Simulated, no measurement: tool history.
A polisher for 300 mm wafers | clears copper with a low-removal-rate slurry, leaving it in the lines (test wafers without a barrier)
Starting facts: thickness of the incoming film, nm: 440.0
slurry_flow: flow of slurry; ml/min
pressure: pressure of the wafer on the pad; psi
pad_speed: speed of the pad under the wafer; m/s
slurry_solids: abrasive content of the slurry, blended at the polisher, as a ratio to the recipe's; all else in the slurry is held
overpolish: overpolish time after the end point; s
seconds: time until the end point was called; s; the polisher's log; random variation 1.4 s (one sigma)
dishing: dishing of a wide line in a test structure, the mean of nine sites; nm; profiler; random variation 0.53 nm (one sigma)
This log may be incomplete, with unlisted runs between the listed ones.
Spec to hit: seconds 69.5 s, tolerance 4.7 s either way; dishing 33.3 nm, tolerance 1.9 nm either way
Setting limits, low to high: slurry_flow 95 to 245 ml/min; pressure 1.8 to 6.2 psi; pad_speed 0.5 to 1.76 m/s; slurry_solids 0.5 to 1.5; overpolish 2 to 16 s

{"run": 1, "hour": 0.0, "slurry_flow": 155, "pressure": 4, "pad_speed": 1.12, "slurry_solids": 1, "overpolish": 8, "seconds": 106.95, "dishing": 22.586}
{"run": 2, "hour": 1.2, "slurry_flow": 155, "pressure": 4.5, "pad_speed": 1.14, "slurry_solids": 1, "overpolish": 8, "seconds": 91.243, "dishing": 24.658}
{"run": 3, "hour": 7.0, "slurry_flow": 155, "pressure": 4.8, "pad_speed": 1.16, "slurry_solids": 1, "overpolish": 8, "seconds": 85.641, "dishing": 27.714}
{"run": 4, "hour": 14.6, "slurry_flow": 155, "pressure": 4.8, "pad_speed": 1.16, "slurry_solids": 1, "overpolish": 5, "seconds": 85.613, "dishing": 18.785}
{"run": 5, "hour": 18.9, "slurry_flow": 155, "pressure": 4.8, "pad_speed": 1.06, "slurry_solids": 1, "overpolish": 5, "seconds": 93.804, "dishing": 17.715}
{"run": 6, "hour": 20.8, "slurry_flow": 155, "pressure": 5, "pad_speed": 1.08, "slurry_solids": 1, "overpolish": 6, "seconds": 90.093, "dishing": 20.534}
{"run": 7, "hour": 25.5, "slurry_flow": 155, "pressure": 5.2, "pad_speed": 1.1, "slurry_solids": 1, "overpolish": 7, "seconds": 83.781, "dishing": 23.904}
{"run": 8, "hour": 27.0, "slurry_flow": 155, "pressure": 5.4, "pad_speed": 1.12, "slurry_solids": 1, "overpolish": 8, "seconds": 80.432, "dishing": 27.544}
{"run": 9, "hour": 31.9, "slurry_flow": 155, "pressure": 5.6, "pad_speed": 1.12, "slurry_solids": 1, "overpolish": 8, "seconds": 76.669, "dishing": 29.481}
{"run": 10, "hour": 37.9, "slurry_flow": 155, "pressure": 5.7, "pad_speed": 1.12, "slurry_solids": 1, "overpolish": 8, "seconds": 78.022, "dishing": 29.273}
{"run": 11, "hour": 39.6, "slurry_flow": 155, "pressure": 5.8, "pad_speed": 1.12, "slurry_solids": 1, "overpolish": 8, "seconds": 74.162, "dishing": 29.402}
{"run": 12, "hour": 42.3, "slurry_flow": 155, "pressure": 5.8, "pad_speed": 1.12, "slurry_solids": 1, "overpolish": 8, "seconds": 75.079, "dishing": 29.546}
{"run": 13, "hour": 50.3, "slurry_flow": 155, "pressure": 5.9, "pad_speed": 1.12, "slurry_solids": 1, "overpolish": 8, "seconds": 73.352, "dishing": 30.654}
{"run": 14, "hour": 55.6, "slurry_flow": 155, "pressure": 6, "pad_speed": 1.12, "slurry_solids": 1, "overpolish": 8, "seconds": 72.6, "dishing": 30.328}
{"run": 15, "hour": 63.7, "slurry_flow": 155, "pressure": 6.1, "pad_speed": 1.12, "slurry_solids": 1, "overpolish": 8, "seconds": 68.956, "dishing": 30.147}

Which of these 4 next moves meets every target?
{"run": "A", "hour": 71.8, "slurry_flow": 195, "pressure": 5.8, "pad_speed": 1.14, "slurry_solids": 1.2, "overpolish": 9, "seconds": "?", "dishing": "?"}
{"run": "B", "hour": 71.8, "slurry_flow": 130, "pressure": 5.9, "pad_speed": 1.18, "slurry_solids": 1.05, "overpolish": 6, "seconds": "?", "dishing": "?"}
{"run": "C", "hour": 71.8, "slurry_flow": 165, "pressure": 6.2, "pad_speed": 1.16, "slurry_solids": 1.15, "overpolish": 6, "seconds": "?", "dishing": "?"}
{"run": "D", "hour": 71.8, "slurry_flow": 110, "pressure": 5.8, "pad_speed": 1.22, "slurry_solids": 1.35, "overpolish": 7, "seconds": "?", "dishing": "?"}

move=A seconds=67.238 dishing=33.795
move=B seconds=69.881 dishing=24.939
move=C seconds=63.926 dishing=26.641
move=D seconds=68.005 dishing=28.413
A: every result lands within tolerance
B: lands further from the targets than the last run did
C: lands further from the targets than the last run did
D: lands further from the targets than the last run did
Go with A: it meets all targets.
